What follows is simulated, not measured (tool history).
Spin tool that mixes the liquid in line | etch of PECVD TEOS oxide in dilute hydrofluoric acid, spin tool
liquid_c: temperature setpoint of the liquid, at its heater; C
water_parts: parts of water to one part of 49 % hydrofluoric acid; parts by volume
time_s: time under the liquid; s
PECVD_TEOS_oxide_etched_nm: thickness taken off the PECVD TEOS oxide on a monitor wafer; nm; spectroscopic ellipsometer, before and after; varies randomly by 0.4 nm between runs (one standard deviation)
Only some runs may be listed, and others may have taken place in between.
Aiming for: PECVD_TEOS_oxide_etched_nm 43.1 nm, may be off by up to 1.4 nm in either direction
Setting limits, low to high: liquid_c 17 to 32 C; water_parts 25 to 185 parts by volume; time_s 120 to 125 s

run	hour	liquid_c	water_parts	time_s	PECVD_TEOS_oxide_etched_nm
1	0	24	105	120	23.99
2	1.4	25	100	120	26.92
3	7.7	27	100	120	28.592
4	11.8	27.5	95	120	30.83
5	15.8	28	90	120	33.333
6	17.1	28.5	90	120	34.145
7	25.8	29	90	120	34.798
8	34.5	29.5	90	120	35.528
9	35.9	30	90	120	35.649

Which of these 5 next moves meets every target?
A	37.3	32	85	125	?
B	37.3	31	100	120	?
C	37.3	28.5	100	120	?
D	37.3	31	85	120	?
E	37.3	32	75	120	?

move	PECVD_TEOS_oxide_etched_nm
A	42.979
B	33.047
C	30.083
D	39.742
E	47.483
A: all results land within tolerance of their targets
B: the biggest miss grows against the last run
C: the biggest miss grows against the last run
D: an improvement on the last run, though not all results are within tolerance
E: the result that was furthest off in the last run now lies on the other side of its target
A meets every target.
